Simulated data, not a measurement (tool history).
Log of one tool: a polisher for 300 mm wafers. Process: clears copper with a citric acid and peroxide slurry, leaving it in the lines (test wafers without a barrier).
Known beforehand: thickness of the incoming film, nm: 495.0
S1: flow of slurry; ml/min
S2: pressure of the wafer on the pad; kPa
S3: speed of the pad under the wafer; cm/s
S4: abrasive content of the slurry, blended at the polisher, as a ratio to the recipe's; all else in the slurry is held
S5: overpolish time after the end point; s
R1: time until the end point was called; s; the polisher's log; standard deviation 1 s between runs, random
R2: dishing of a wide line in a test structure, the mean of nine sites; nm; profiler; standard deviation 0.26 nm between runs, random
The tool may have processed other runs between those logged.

run,hour,S1,S2,S3,S4,S5,R1,R2
1,0.0,240,25.5,126,1.00,14,137.53,31.803
2,1.6,240,29.0,126,1.00,14,124.65,35.651
3,7.8,240,28.3,130,1.00,13,123.71,34.017
4,14.5,255,27.6,134,1.05,12,120.98,31.515
5,19.7,255,27.6,134,1.00,12,122.14,31.287
6,28.2,255,27.6,104,1.00,12,150.25,25.687
7,31.4,270,28.3,106,1.05,11,142.56,25.565
8,39.3,285,29.0,110,1.00,10,137.82,23.610
9,45.0,290,30.3,110,0.95,9,132.91,21.907
10,51.6,295,31.7,110,0.90,9,132.73,22.950
11,60.0,305,32.4,112,0.90,8,125.65,20.465
12,68.2,310,33.1,112,0.90,8,123.25,21.696
13,76.3,310,33.8,112,0.90,8,122.53,21.704
14,83.8,320,40.0,114,0.90,4,105.69,12.844
15,87.8,325,39.3,118,0.85,4,106.74,12.963
16,89.3,325,38.6,120,0.85,4,105.69,13.030
17,93.8,325,37.9,122,0.85,4,105.99,12.820
18,99.5,330,37.9,122,0.85,4,105.24,12.970

For run 19, what comes out?
19,105.9,290,37.2,132,0.85,10,?,?

{"run 19": {"R1": 101.95, "R2": 30.692}}
